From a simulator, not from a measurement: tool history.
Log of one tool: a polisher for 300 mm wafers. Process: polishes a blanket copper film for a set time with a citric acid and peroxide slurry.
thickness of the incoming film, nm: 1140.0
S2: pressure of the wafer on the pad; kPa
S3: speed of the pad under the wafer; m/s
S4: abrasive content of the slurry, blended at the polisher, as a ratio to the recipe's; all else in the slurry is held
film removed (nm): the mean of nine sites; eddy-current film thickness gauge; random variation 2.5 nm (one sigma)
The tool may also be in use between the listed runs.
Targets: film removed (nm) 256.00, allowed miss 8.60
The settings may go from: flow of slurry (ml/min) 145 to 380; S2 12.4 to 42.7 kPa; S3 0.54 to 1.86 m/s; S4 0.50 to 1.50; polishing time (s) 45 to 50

run 1 hour=0.0 | flow_of_slurry_(ml/min)=245 S2=27.6 S3=1.18 S4=1.00 polishing_time_(s)=50 | film_removed_(nm)=184.88
run 2 hour=8.6 | flow_of_slurry_(ml/min)=245 S2=33.1 S3=1.18 S4=1.00 polishing_time_(s)=50 | film_removed_(nm)=207.88
run 3 hour=14.8 | flow_of_slurry_(ml/min)=215 S2=33.1 S3=1.18 S4=1.00 polishing_time_(s)=50 | film_removed_(nm)=209.34
run 4 hour=20.3 | flow_of_slurry_(ml/min)=215 S2=33.1 S3=1.18 S4=0.80 polishing_time_(s)=50 | film_removed_(nm)=195.04
run 5 hour=21.1 | flow_of_slurry_(ml/min)=215 S2=30.3 S3=1.18 S4=0.80 polishing_time_(s)=50 | film_removed_(nm)=181.64
run 6 hour=22.7 | flow_of_slurry_(ml/min)=215 S2=31.7 S3=1.18 S4=0.80 polishing_time_(s)=50 | film_removed_(nm)=189.58
run 7 hour=28.7 | flow_of_slurry_(ml/min)=215 S2=33.1 S3=1.18 S4=0.80 polishing_time_(s)=50 | film_removed_(nm)=199.82
run 8 hour=37.6 | flow_of_slurry_(ml/min)=215 S2=33.8 S3=1.18 S4=0.80 polishing_time_(s)=50 | film_removed_(nm)=198.89
run 9 hour=41.7 | flow_of_slurry_(ml/min)=215 S2=34.5 S3=1.18 S4=0.80 polishing_time_(s)=50 | film_removed_(nm)=200.22
run 10 hour=46.8 | flow_of_slurry_(ml/min)=215 S2=35.2 S3=1.18 S4=0.80 polishing_time_(s)=50 | film_removed_(nm)=208.24
run 11 hour=50.7 | flow_of_slurry_(ml/min)=215 S2=35.9 S3=1.18 S4=0.80 polishing_time_(s)=50 | film_removed_(nm)=209.13

4 next moves are on the table. One of them brings every result within its allowed miss. Which?
run A hour=54.6 | flow_of_slurry_(ml/min)=230 S2=42.1 S3=1.32 S4=0.80 polishing_time_(s)=50 | film_removed_(nm)=?
run B hour=54.6 | flow_of_slurry_(ml/min)=270 S2=38.6 S3=1.24 S4=0.85 polishing_time_(s)=48 | film_removed_(nm)=?
run C hour=54.6 | flow_of_slurry_(ml/min)=245 S2=42.7 S3=1.08 S4=0.75 polishing_time_(s)=50 | film_removed_(nm)=?
run D hour=54.6 | flow_of_slurry_(ml/min)=295 S2=40.7 S3=1.44 S4=0.70 polishing_time_(s)=45 | film_removed_(nm)=?

move=A film_removed_(nm)=270.09
move=B film_removed_(nm)=233.10
move=C film_removed_(nm)=222.98
move=D film_removed_(nm)=254.17
A: takes the result that was furthest off past its target
B: nearer than the last run, and not there yet
C: nearer than the last run, and not there yet
D: meets every target
Answer: D

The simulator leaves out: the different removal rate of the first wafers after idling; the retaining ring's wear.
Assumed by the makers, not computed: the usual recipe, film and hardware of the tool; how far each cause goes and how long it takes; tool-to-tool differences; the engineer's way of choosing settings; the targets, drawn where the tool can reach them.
